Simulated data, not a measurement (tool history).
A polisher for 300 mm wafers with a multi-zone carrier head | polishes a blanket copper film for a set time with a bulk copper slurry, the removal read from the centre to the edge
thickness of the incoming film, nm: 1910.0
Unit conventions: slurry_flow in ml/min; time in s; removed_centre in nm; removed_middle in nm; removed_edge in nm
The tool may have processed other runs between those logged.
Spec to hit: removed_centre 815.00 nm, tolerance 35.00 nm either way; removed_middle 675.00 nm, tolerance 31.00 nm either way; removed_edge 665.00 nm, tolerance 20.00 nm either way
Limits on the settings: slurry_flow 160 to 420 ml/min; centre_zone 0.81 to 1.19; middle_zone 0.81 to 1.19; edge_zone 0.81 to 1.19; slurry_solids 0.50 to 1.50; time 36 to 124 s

Run 1, hour 0.0: slurry_flow 270 ml/min, centre_zone 1.00, middle_zone 1.00, edge_zone 1.00, slurry_solids 1.00, time 79 s. Result: removed_centre 550.31 nm, removed_middle 544.37 nm, removed_edge 536.05 nm.
Run 2, hour 5.9: slurry_flow 270 ml/min, centre_zone 1.00, middle_zone 1.00, edge_zone 1.00, slurry_solids 1.00, time 71 s. Result: removed_centre 490.00 nm, removed_middle 477.70 nm, removed_edge 481.55 nm.
Run 3, hour 8.6: slurry_flow 280 ml/min, centre_zone 1.05, middle_zone 1.01, edge_zone 1.02, slurry_solids 1.15, time 74 s. Result: removed_centre 554.91 nm, removed_middle 524.69 nm, removed_edge 522.99 nm.
Run 4, hour 16.0: slurry_flow 290 ml/min, centre_zone 1.09, middle_zone 1.01, edge_zone 1.02, slurry_solids 1.25, time 77 s. Result: removed_centre 614.50 nm, removed_middle 538.39 nm, removed_edge 552.03 nm.
Run 5, hour 23.1: slurry_flow 295 ml/min, centre_zone 1.12, middle_zone 1.03, edge_zone 1.03, slurry_solids 1.30, time 80 s. Result: removed_centre 666.74 nm, removed_middle 600.00 nm, removed_edge 586.69 nm.
Run 6, hour 31.4: slurry_flow 305 ml/min, centre_zone 1.14, middle_zone 1.03, edge_zone 1.03, slurry_solids 1.35, time 82 s. Result: removed_centre 709.14 nm, removed_middle 622.94 nm, removed_edge 611.61 nm.
Run 7, hour 37.3: slurry_flow 315 ml/min, centre_zone 1.15, middle_zone 1.03, edge_zone 1.03, slurry_solids 1.40, time 83 s. Result: removed_centre 727.81 nm, removed_middle 626.73 nm, removed_edge 622.71 nm.
Run 8, hour 42.3: slurry_flow 315 ml/min, centre_zone 1.16, middle_zone 1.03, edge_zone 1.03, slurry_solids 1.40, time 84 s. Result: removed_centre 734.68 nm, removed_middle 624.85 nm, removed_edge 620.33 nm.
Run 9, hour 46.2: slurry_flow 315 ml/min, centre_zone 1.17, middle_zone 1.03, edge_zone 1.03, slurry_solids 1.40, time 85 s. Result: removed_centre 761.02 nm, removed_middle 652.51 nm, removed_edge 635.80 nm.
Run 10, hour 48.0: slurry_flow 315 ml/min, centre_zone 1.18, middle_zone 1.03, edge_zone 1.03, slurry_solids 1.45, time 86 s. Result: removed_centre 794.85 nm, removed_middle 645.41 nm, removed_edge 638.75 nm.
Run 11, hour 51.3: slurry_flow 320 ml/min, centre_zone 1.18, middle_zone 1.03, edge_zone 1.04, slurry_solids 1.45, time 86 s. Result: removed_centre 775.13 nm, removed_middle 662.32 nm, removed_edge 655.45 nm.

Pick the move, out of 5, that brings all results within their allowed miss; only one does.
Run A, hour 54.6: slurry_flow 325 ml/min, centre_zone 1.11, middle_zone 1.03, edge_zone 1.15, slurry_solids 1.50, time 83 s. Result: removed_centre ?, removed_middle ?, removed_edge ?.
Run B, hour 54.6: slurry_flow 280 ml/min, centre_zone 1.16, middle_zone 1.05, edge_zone 1.01, slurry_solids 1.45, time 81 s. Result: removed_centre ?, removed_middle ?, removed_edge ?.
Run C, hour 54.6: slurry_flow 355 ml/min, centre_zone 1.18, middle_zone 1.02, edge_zone 1.00, slurry_solids 1.50, time 89 s. Result: removed_centre ?, removed_middle ?, removed_edge ?.
Run D, hour 54.6: slurry_flow 370 ml/min, centre_zone 1.10, middle_zone 1.13, edge_zone 1.09, slurry_solids 1.45, time 82 s. Result: removed_centre ?, removed_middle ?, removed_edge ?.
Run E, hour 54.6: slurry_flow 335 ml/min, centre_zone 1.16, middle_zone 1.05, edge_zone 1.06, slurry_solids 1.10, time 90 s. Result: removed_centre ?, removed_middle ?, removed_edge ?.

move  removed_centre  removed_middle  removed_edge
   A          706.39          642.91        669.25
   B          706.22          624.53        602.29
   C          811.10          688.53        672.97
   D          693.49          682.57        642.17
   E          747.61          660.10        649.69
A: moves away from the targets compared with the last run
B: moves away from the targets compared with the last run
C: hits every target within its allowed miss
D: moves away from the targets compared with the last run
E: moves away from the targets compared with the last run
Correct choice: C, which meets every target
